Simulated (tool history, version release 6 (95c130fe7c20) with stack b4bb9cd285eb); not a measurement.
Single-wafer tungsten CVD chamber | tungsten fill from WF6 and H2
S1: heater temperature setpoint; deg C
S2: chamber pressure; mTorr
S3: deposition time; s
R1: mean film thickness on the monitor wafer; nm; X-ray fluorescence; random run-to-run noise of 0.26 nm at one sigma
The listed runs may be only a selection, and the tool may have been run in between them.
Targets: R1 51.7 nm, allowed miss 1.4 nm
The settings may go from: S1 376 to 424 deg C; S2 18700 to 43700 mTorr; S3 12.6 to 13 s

{"run": 1, "hour": 0.0, "S1": 400, "S2": 31200, "S3": 12.6, "R1": 35.889}
{"run": 2, "hour": 2.6, "S1": 390, "S2": 31200, "S3": 12.6, "R1": 29.541}
{"run": 3, "hour": 10.1, "S1": 390, "S2": 31200, "S3": 12.6, "R1": 29.62}
{"run": 4, "hour": 15.6, "S1": 390, "S2": 26600, "S3": 12.6, "R1": 26.986}
{"run": 5, "hour": 20.8, "S1": 390, "S2": 28500, "S3": 12.6, "R1": 28.049}
{"run": 6, "hour": 29.8, "S1": 390, "S2": 28500, "S3": 12.6, "R1": 28.157}
{"run": 7, "hour": 31.0, "S1": 398, "S2": 28800, "S3": 12.6, "R1": 33.013}
{"run": 8, "hour": 37.8, "S1": 404, "S2": 29000, "S3": 12.6, "R1": 36.937}
{"run": 9, "hour": 41.0, "S1": 408, "S2": 29200, "S3": 12.6, "R1": 40.16}
{"run": 10, "hour": 43.4, "S1": 411, "S2": 29300, "S3": 12.6, "R1": 42.35}
{"run": 11, "hour": 51.5, "S1": 411, "S2": 29300, "S3": 12.6, "R1": 42.391}
{"run": 12, "hour": 52.5, "S1": 414, "S2": 29400, "S3": 12.6, "R1": 44.288}
{"hour": 53.4, "done": "capacitance manometer re-zeroed and calibrated"}
{"run": 13, "hour": 53.4, "S1": 416, "S2": 29500, "S3": 12.6, "R1": 47.205}
{"run": 14, "hour": 61.5, "S1": 417, "S2": 29500, "S3": 12.6, "R1": 47.938}
{"run": 15, "hour": 68.7, "S1": 418, "S2": 29500, "S3": 12.6, "R1": 48.492}
{"run": 16, "hour": 74.4, "S1": 419, "S2": 29500, "S3": 12.6, "R1": 49.999}

Exercise: of the 5 proposed moves below, exactly one satisfies all targets within the stated allowed misses. Which move is it?
{"run": "A", "hour": 80.1, "S1": 419, "S2": 31700, "S3": 12.6, "R1": "?"}
{"run": "B", "hour": 80.1, "S1": 418, "S2": 35900, "S3": 13, "R1": "?"}
{"run": "C", "hour": 80.1, "S1": 424, "S2": 30700, "S3": 12.6, "R1": "?"}
{"run": "D", "hour": 80.1, "S1": 424, "S2": 25600, "S3": 12.6, "R1": "?"}
{"run": "E", "hour": 80.1, "S1": 417, "S2": 34800, "S3": 13, "R1": "?"}

move=A R1=51.853
move=B R1=56.458
move=C R1=54.883
move=D R1=49.251
move=E R1=54.584
A: all results in spec
B: takes the result that was furthest off past its target
C: takes the result that was furthest off past its target
D: further off than the last run
E: takes the result that was furthest off past its target
The right move is A.
